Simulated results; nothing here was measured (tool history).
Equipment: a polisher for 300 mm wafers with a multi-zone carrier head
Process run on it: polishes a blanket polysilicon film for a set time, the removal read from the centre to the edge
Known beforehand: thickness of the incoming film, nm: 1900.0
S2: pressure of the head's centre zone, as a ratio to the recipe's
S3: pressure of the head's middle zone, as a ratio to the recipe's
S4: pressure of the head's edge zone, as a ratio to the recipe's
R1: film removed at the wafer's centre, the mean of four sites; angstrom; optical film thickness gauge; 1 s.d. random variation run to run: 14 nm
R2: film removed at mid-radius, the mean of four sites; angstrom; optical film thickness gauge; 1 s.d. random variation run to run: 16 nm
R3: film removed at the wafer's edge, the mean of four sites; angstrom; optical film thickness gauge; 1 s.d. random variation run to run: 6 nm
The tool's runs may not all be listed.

Run 1, hour 0.0: flow of slurry (ml/min) 275, S2 1.00, S3 1.00, S4 1.00, polishing time (s) 73. Result: R1 5943.4 angstrom, R2 6003.5 angstrom, R3 5930.7 angstrom.
Run 2, hour 7.3: flow of slurry (ml/min) 290, S2 0.99, S3 1.06, S4 1.01, polishing time (s) 82. Result: R1 6360.0 angstrom, R2 6960.6 angstrom, R3 6691.0 angstrom.
Run 3, hour 11.8: flow of slurry (ml/min) 295, S2 1.00, S3 1.10, S4 0.97, polishing time (s) 91. Result: R1 7299.2 angstrom, R2 8117.3 angstrom, R3 7311.6 angstrom.
Run 4, hour 18.8: flow of slurry (ml/min) 295, S2 1.00, S3 1.04, S4 0.97, polishing time (s) 91. Result: R1 7336.7 angstrom, R2 7774.0 angstrom, R3 7314.6 angstrom.
Run 5, hour 24.5: flow of slurry (ml/min) 300, S2 1.00, S3 1.08, S4 0.96, polishing time (s) 97. Result: R1 7833.6 angstrom, R2 8651.4 angstrom, R3 7710.7 angstrom.
Run 6, hour 27.4: flow of slurry (ml/min) 300, S2 1.00, S3 1.14, S4 0.96, polishing time (s) 97. Result: R1 7977.8 angstrom, R2 9003.9 angstrom, R3 7639.3 angstrom.

What will run 7 give?
Run 7, hour 34.0: flow of slurry (ml/min) 310, S2 0.99, S3 1.15, S4 0.98, polishing time (s) 101. Result: R1 ?, R2 ?, R3 ?.

{"run 7": {"R1": 8238.9, "R2": 9442.7, "R3": 8113.3}}
